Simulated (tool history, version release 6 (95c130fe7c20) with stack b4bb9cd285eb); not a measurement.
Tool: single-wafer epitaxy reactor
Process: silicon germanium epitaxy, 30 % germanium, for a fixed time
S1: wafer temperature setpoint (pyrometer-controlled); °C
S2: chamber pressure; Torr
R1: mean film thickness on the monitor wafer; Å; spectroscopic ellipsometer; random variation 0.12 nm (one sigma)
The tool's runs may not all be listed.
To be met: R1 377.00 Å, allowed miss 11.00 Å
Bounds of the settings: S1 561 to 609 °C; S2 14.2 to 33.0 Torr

Run 1, hour 0.0: S1 585 °C, S2 23.6 Torr. Result: R1 501.05 Å.
Run 2, hour 0.8: S1 581 °C, S2 23.4 Torr. Result: R1 459.87 Å.
Run 3, hour 7.4: S1 587 °C, S2 23.4 Torr. Result: R1 521.74 Å.
Run 4, hour 15.4: S1 591 °C, S2 23.4 Torr. Result: R1 568.10 Å.
Run 5, hour 21.1: S1 586 °C, S2 23.2 Torr. Result: R1 507.90 Å.
Run 6, hour 23.5: S1 586 °C, S2 25.4 Torr. Result: R1 528.66 Å.
Run 7, hour 29.8: S1 582 °C, S2 25.2 Torr. Result: R1 480.34 Å.
Run 8, hour 31.8: S1 579 °C, S2 25.1 Torr. Result: R1 452.49 Å.
Run 9, hour 37.6: S1 577 °C, S2 25.0 Torr. Result: R1 430.45 Å.
Run 10, hour 39.6: S1 575 °C, S2 24.9 Torr. Result: R1 414.47 Å.
Run 11, hour 40.5: S1 574 °C, S2 24.8 Torr. Result: R1 403.63 Å.
Run 12, hour 48.5: S1 573 °C, S2 24.8 Torr. Result: R1 394.12 Å.

Which of these 5 next moves meets every target?
Run A, hour 56.5: S1 573 °C, S2 19.3 Torr. Result: R1 ?.
Run B, hour 56.5: S1 571 °C, S2 21.7 Torr. Result: R1 ?.
Run C, hour 56.5: S1 568 °C, S2 23.4 Torr. Result: R1 ?.
Run D, hour 56.5: S1 568 °C, S2 23.1 Torr. Result: R1 ?.
Run E, hour 56.5: S1 567 °C, S2 30.6 Torr. Result: R1 ?.

move      R1
   A  356.19
   B  356.49
   C  343.17
   D  341.45
   E  372.57
A: takes the result that was furthest off past its target
B: takes the result that was furthest off past its target
C: takes the result that was furthest off past its target
D: takes the result that was furthest off past its target
E: meets every target
Answer: E

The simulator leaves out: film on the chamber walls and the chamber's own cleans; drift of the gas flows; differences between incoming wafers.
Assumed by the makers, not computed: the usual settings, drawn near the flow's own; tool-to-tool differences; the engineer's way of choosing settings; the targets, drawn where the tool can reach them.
